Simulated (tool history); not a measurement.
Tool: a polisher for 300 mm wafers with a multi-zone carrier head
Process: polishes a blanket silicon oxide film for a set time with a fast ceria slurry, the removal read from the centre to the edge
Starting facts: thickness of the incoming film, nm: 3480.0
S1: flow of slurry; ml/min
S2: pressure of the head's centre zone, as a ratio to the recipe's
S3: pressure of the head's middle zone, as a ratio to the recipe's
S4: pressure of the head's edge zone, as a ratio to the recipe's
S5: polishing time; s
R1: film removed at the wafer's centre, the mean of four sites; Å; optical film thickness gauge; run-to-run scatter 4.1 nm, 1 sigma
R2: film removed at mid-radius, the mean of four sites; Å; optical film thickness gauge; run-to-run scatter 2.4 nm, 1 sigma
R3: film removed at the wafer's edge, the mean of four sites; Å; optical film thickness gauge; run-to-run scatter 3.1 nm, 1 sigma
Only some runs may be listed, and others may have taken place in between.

run	day	S1	S2	S3	S4	S5	R1	R2	R3
1	0	140	1	1	1	56	5485	5477.3	5668.7
2	0.133	140	1	0.95	1	56	5560.8	5203.5	5715.6
3	0.5	140	1	0.95	0.97	56	5568.2	5331.5	5629.1
4	0.792	140	1	0.95	0.91	56	5600.2	5291.5	5412.5
5	0.946	130	0.96	0.94	0.89	51	4772.6	4670.2	4808.4
6	1.038	130	0.96	0.94	0.83	51	4725.7	4700	4682.5

Run 7, settings as shown, results not yet in. Your forecast:
7	1.388	125	0.94	0.94	0.83	47	?	?	?

Run 7 yielded R1 4170.8 Å, R2 4267.6 Å, R3 4268.8 Å.
